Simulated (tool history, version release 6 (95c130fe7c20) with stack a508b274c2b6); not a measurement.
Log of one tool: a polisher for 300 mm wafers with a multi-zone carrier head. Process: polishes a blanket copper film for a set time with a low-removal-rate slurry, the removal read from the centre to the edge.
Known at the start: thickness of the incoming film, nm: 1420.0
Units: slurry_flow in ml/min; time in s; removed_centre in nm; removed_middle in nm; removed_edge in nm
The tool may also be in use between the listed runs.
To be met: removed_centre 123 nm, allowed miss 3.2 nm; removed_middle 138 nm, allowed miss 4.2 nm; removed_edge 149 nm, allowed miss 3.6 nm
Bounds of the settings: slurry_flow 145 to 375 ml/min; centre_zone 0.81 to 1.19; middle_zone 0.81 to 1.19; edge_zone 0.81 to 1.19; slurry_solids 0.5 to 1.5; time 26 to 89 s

run,hour,slurry_flow,centre_zone,middle_zone,edge_zone,slurry_solids,time,removed_centre,removed_middle,removed_edge
1,0,240,1,1,1,1,57,203.46,208.35,202.72
2,2.5,240,1.09,1,1,1,57,220.45,212.48,202.51
3,6.5,235,1.06,0.99,1,0.95,56,211.12,203.95,199.05
4,8.8,235,1.06,0.99,1,1.05,56,213.11,207.17,201.41
5,12.6,230,1.03,0.99,1,1,55,204.47,202.73,198.56
6,13.4,230,1.01,0.99,1.01,0.95,53,185.52,193.22,187.81
7,19.1,225,0.99,0.97,1,0.9,52,179.09,182.91,180.88
8,24.3,220,0.97,0.96,1,0.85,51,168.49,177.08,174.66
9,31.7,215,0.95,0.95,1,0.8,51,161.45,173.28,171.29
10,38.6,210,0.94,0.94,1,0.75,51,157.61,164.41,170.08
11,40.2,205,0.93,0.94,0.99,0.7,51,151.61,167.11,165.62
12,45.3,200,0.92,0.93,0.99,0.7,51,150.23,162.01,166.25
13,52.3,195,0.91,0.92,0.98,0.7,51,148.53,161.28,162.72

Which of these 4 next moves meets every target?
A,59.3,155,0.81,1.05,0.95,0.6,47,?,?,?
B,59.3,155,1.18,0.82,1,0.8,52,?,?,?
C,59.3,185,0.81,0.82,1.18,0.6,45,?,?,?
D,59.3,225,0.87,0.9,1.1,0.8,42,?,?,?

move,removed_centre,removed_middle,removed_edge
A,112.4,147.82,142.25
B,194.33,151.07,172.18
C,110.81,125.68,151.7
D,122.53,135.88,150.02
A: takes the result that was furthest off past its target
B: further off than the last run
C: takes the result that was furthest off past its target
D: meets every target
The right move is D.
